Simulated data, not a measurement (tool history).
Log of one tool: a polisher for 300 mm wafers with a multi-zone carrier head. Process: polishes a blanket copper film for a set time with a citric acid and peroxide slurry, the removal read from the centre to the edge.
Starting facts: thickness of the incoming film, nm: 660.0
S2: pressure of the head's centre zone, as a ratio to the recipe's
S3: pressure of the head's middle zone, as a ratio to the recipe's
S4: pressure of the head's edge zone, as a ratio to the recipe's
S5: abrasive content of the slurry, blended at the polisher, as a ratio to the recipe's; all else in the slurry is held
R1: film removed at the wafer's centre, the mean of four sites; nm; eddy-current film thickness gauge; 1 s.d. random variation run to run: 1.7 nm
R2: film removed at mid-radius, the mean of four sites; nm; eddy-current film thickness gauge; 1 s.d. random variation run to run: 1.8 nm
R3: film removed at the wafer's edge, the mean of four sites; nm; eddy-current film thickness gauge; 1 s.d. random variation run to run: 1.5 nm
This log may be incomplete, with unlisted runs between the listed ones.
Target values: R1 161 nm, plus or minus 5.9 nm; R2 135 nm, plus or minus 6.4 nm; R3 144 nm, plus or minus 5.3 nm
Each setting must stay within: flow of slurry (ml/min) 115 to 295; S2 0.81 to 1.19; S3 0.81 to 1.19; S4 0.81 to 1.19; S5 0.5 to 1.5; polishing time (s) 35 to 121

{"run": 1, "hour": 0.0, "flow of slurry (ml/min)": 190, "S2": 1, "S3": 1, "S4": 1, "S5": 1, "polishing time (s)": 78, "R1": 184, "R2": 181.33, "R3": 184.92}
{"run": 2, "hour": 3.0, "flow of slurry (ml/min)": 185, "S2": 1.02, "S3": 0.96, "S4": 0.96, "S5": 0.85, "polishing time (s)": 76, "R1": 176.05, "R2": 166.83, "R3": 175.28}
{"run": 3, "hour": 4.2, "flow of slurry (ml/min)": 160, "S2": 1.02, "S3": 0.96, "S4": 0.96, "S5": 0.85, "polishing time (s)": 76, "R1": 173.29, "R2": 160.9, "R3": 173.21}
{"run": 4, "hour": 12.2, "flow of slurry (ml/min)": 160, "S2": 1.02, "S3": 0.96, "S4": 0.96, "S5": 0.85, "polishing time (s)": 64, "R1": 142.42, "R2": 135.26, "R3": 145.52}
{"run": 5, "hour": 18.2, "flow of slurry (ml/min)": 170, "S2": 1.05, "S3": 0.95, "S4": 0.95, "S5": 0.85, "polishing time (s)": 64, "R1": 147.57, "R2": 133.46, "R3": 147.02}
{"run": 6, "hour": 18.8, "flow of slurry (ml/min)": 170, "S2": 1.05, "S3": 0.95, "S4": 0.95, "S5": 0.85, "polishing time (s)": 83, "R1": 195.43, "R2": 180.59, "R3": 187.84}
{"run": 7, "hour": 19.9, "flow of slurry (ml/min)": 165, "S2": 1.08, "S3": 0.94, "S4": 0.92, "S5": 0.75, "polishing time (s)": 79, "R1": 187.04, "R2": 164.99, "R3": 174.48}
{"run": 8, "hour": 21.7, "flow of slurry (ml/min)": 165, "S2": 1.09, "S3": 0.93, "S4": 0.9, "S5": 0.7, "polishing time (s)": 76, "R1": 180.36, "R2": 153.59, "R3": 163.15}

Below are 5 possible settings for the next run. Only one of them brings all results inside the allowed miss of their targets. Which is it?
{"run": "A", "hour": 23.5, "flow of slurry (ml/min)": 175, "S2": 1.14, "S3": 1.15, "S4": 0.81, "S5": 0.65, "polishing time (s)": 64, "R1": "?", "R2": "?", "R3": "?"}
{"run": "B", "hour": 23.5, "flow of slurry (ml/min)": 170, "S2": 1.19, "S3": 0.99, "S4": 0.82, "S5": 0.75, "polishing time (s)": 68, "R1": "?", "R2": "?", "R3": "?"}
{"run": "C", "hour": 23.5, "flow of slurry (ml/min)": 210, "S2": 1.11, "S3": 0.94, "S4": 0.92, "S5": 0.9, "polishing time (s)": 62, "R1": "?", "R2": "?", "R3": "?"}
{"run": "D", "hour": 23.5, "flow of slurry (ml/min)": 195, "S2": 1.15, "S3": 0.88, "S4": 0.85, "S5": 0.85, "polishing time (s)": 66, "R1": "?", "R2": "?", "R3": "?"}
{"run": "E", "hour": 23.5, "flow of slurry (ml/min)": 195, "S2": 1.15, "S3": 0.92, "S4": 0.86, "S5": 0.75, "polishing time (s)": 66, "R1": "?", "R2": "?", "R3": "?"}

move=A R1=160.67 R2=156.5 R3=131.67
move=B R1=180.44 R2=148.35 R3=143.14
move=C R1=163.05 R2=137.21 R3=144.75
move=D R1=176.23 R2=135.69 R3=146.2
move=E R1=173.25 R2=138.37 R3=144.39
A: moves the result that the last run missed by most past its target, out the other side
B: gets the furthest-off result to its target, but another result is out of tolerance
C: meets every target
D: gets the furthest-off result to its target, but another result is out of tolerance
E: gets the furthest-off result to its target, but another result is out of tolerance
The move that meets every target is C.
